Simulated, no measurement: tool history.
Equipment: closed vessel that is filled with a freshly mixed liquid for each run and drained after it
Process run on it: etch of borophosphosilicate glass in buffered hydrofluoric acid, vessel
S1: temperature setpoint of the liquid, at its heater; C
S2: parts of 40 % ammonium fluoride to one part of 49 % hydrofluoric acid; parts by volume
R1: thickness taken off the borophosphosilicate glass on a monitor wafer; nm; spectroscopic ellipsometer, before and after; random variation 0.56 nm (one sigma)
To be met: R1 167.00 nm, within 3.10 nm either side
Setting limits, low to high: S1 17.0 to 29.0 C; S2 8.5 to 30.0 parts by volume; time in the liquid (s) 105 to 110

Run 1, hour 0.0: S1 21.0 C, S2 23.0 parts by volume, time in the liquid (s) 105. Result: R1 127.84 nm.
Run 2, hour 5.5: S1 22.0 C, S2 23.0 parts by volume, time in the liquid (s) 105. Result: R1 135.59 nm.
Run 3, hour 10.9: S1 22.5 C, S2 23.0 parts by volume, time in the liquid (s) 105. Result: R1 140.31 nm.
Run 4, hour 12.5: S1 22.5 C, S2 23.0 parts by volume, time in the liquid (s) 110. Result: R1 145.59 nm.
Run 5, hour 18.3: S1 22.5 C, S2 23.0 parts by volume, time in the liquid (s) 110. Result: R1 146.77 nm.
Run 6, hour 25.1: S1 23.0 C, S2 23.0 parts by volume, time in the liquid (s) 110. Result: R1 150.09 nm.
Run 7, hour 29.5: S1 23.5 C, S2 23.0 parts by volume, time in the liquid (s) 110. Result: R1 154.89 nm.
Run 8, hour 36.6: S1 24.0 C, S2 23.0 parts by volume, time in the liquid (s) 110. Result: R1 158.72 nm.
Run 9, hour 43.5: S1 24.5 C, S2 23.0 parts by volume, time in the liquid (s) 110. Result: R1 162.88 nm.

Next run, 4 choices. One meets every target within its allowed miss, the rest don't. Which?
Run A, hour 50.4: S1 24.5 C, S2 24.0 parts by volume, time in the liquid (s) 110. Result: R1 ?.
Run B, hour 50.4: S1 26.0 C, S2 27.0 parts by volume, time in the liquid (s) 110. Result: R1 ?.
Run C, hour 50.4: S1 27.0 C, S2 25.0 parts by volume, time in the liquid (s) 105. Result: R1 ?.
Run D, hour 50.4: S1 25.0 C, S2 22.0 parts by volume, time in the liquid (s) 110. Result: R1 ?.

move      R1
   A  158.19
   B  158.15
   C  167.95
   D  172.58
A: further off than the last run
B: further off than the last run
C: every result lands within tolerance
D: moves the result that the last run missed by most past its target, out the other side
The move that meets every target is C.

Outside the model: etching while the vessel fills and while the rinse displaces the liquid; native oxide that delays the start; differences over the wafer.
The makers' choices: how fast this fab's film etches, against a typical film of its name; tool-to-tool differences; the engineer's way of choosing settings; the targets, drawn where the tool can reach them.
